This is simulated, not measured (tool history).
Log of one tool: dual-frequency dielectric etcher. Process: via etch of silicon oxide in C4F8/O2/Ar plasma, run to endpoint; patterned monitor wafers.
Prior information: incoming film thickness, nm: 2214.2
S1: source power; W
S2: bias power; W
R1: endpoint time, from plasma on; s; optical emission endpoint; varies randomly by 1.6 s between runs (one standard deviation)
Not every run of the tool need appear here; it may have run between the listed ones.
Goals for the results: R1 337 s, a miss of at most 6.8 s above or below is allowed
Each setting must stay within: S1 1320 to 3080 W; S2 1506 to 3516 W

run	day	S1	S2	R1
1	0	2200	2511	384.97
2	0.35	2200	2211	399.7
3	0.429	1920	2211	420.35
4	0.479	1920	2487	406.14
5	0.629	2020	2512	397.24
6	0.667	1730	2512	417.64
7	0.788	1840	2543	409.55
8	0.833	1940	2570	401.49

Pick the move, out of 5, that brings all results within their allowed miss; only one does.
A	0.879	1320	1620	?
B	0.879	2590	3238	?
C	0.879	2430	2903	?
D	0.879	2170	3278	?
E	0.879	1530	2342	?

move	R1
A	516.52
B	336.87
C	356.11
D	356.22
E	442.8
A: further off than the last run
B: in spec on every target
C: an improvement on the last run, though not all results are within tolerance
D: an improvement on the last run, though not all results are within tolerance
E: further off than the last run
Move B is the one to make.
